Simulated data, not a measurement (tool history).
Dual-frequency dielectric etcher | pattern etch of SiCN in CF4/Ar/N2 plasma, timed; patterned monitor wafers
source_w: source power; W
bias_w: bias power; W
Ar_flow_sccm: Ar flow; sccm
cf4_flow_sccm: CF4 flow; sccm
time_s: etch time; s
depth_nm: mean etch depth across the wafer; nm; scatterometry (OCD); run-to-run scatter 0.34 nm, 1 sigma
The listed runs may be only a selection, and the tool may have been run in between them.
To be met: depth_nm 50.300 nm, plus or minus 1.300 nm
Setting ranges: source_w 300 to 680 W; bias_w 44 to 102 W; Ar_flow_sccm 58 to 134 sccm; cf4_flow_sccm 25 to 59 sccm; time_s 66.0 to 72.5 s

{"run": 1, "hour": 0.0, "source_w": 490, "bias_w": 73, "Ar_flow_sccm": 96, "cf4_flow_sccm": 42, "time_s": 72.5, "depth_nm": 59.74}
{"run": 2, "hour": 6.4, "source_w": 470, "bias_w": 73, "Ar_flow_sccm": 96, "cf4_flow_sccm": 42, "time_s": 72.5, "depth_nm": 58.293}
{"run": 3, "hour": 7.2, "source_w": 470, "bias_w": 81, "Ar_flow_sccm": 96, "cf4_flow_sccm": 42, "time_s": 72.5, "depth_nm": 61.915}
{"run": 4, "hour": 14.2, "source_w": 470, "bias_w": 91, "Ar_flow_sccm": 96, "cf4_flow_sccm": 42, "time_s": 72.5, "depth_nm": 65.539}
{"run": 5, "hour": 18.8, "source_w": 440, "bias_w": 90, "Ar_flow_sccm": 96, "cf4_flow_sccm": 42, "time_s": 72.5, "depth_nm": 61.926}
{"run": 6, "hour": 22.7, "source_w": 440, "bias_w": 90, "Ar_flow_sccm": 96, "cf4_flow_sccm": 42, "time_s": 72.5, "depth_nm": 62.613}
{"run": 7, "hour": 25.6, "source_w": 420, "bias_w": 89, "Ar_flow_sccm": 96, "cf4_flow_sccm": 42, "time_s": 72.5, "depth_nm": 60.535}
{"run": 8, "hour": 26.4, "source_w": 400, "bias_w": 88, "Ar_flow_sccm": 96, "cf4_flow_sccm": 42, "time_s": 72.5, "depth_nm": 59.996}
{"run": 9, "hour": 32.4, "source_w": 390, "bias_w": 85, "Ar_flow_sccm": 97, "cf4_flow_sccm": 42, "time_s": 72.5, "depth_nm": 58.209}
{"hour": 39.9, "done": "wet clean of the chamber"}
{"run": 10, "hour": 39.9, "source_w": 390, "bias_w": 85, "Ar_flow_sccm": 97, "cf4_flow_sccm": 42, "time_s": 72.5, "depth_nm": 60.763}
{"run": 11, "hour": 46.7, "source_w": 390, "bias_w": 80, "Ar_flow_sccm": 96, "cf4_flow_sccm": 40, "time_s": 71.5, "depth_nm": 58.001}

Which of these 5 next moves meets every target?
{"run": "A", "hour": 53.5, "source_w": 420, "bias_w": 66, "Ar_flow_sccm": 102, "cf4_flow_sccm": 38, "time_s": 68.0, "depth_nm": "?"}
{"run": "B", "hour": 53.5, "source_w": 400, "bias_w": 92, "Ar_flow_sccm": 101, "cf4_flow_sccm": 39, "time_s": 72.5, "depth_nm": "?"}
{"run": "C", "hour": 53.5, "source_w": 430, "bias_w": 84, "Ar_flow_sccm": 84, "cf4_flow_sccm": 40, "time_s": 70.0, "depth_nm": "?"}
{"run": "D", "hour": 53.5, "source_w": 460, "bias_w": 71, "Ar_flow_sccm": 99, "cf4_flow_sccm": 48, "time_s": 66.0, "depth_nm": "?"}
{"run": "E", "hour": 53.5, "source_w": 490, "bias_w": 97, "Ar_flow_sccm": 134, "cf4_flow_sccm": 47, "time_s": 68.0, "depth_nm": "?"}

move=A depth_nm=51.559
move=B depth_nm=63.697
move=C depth_nm=62.798
move=D depth_nm=56.612
move=E depth_nm=66.552
A: hits every target within its allowed miss
B: its largest miss is bigger than the last run's
C: its largest miss is bigger than the last run's
D: closer than the last run, but not yet in spec
E: its largest miss is bigger than the last run's
Correct choice: A, which meets every target

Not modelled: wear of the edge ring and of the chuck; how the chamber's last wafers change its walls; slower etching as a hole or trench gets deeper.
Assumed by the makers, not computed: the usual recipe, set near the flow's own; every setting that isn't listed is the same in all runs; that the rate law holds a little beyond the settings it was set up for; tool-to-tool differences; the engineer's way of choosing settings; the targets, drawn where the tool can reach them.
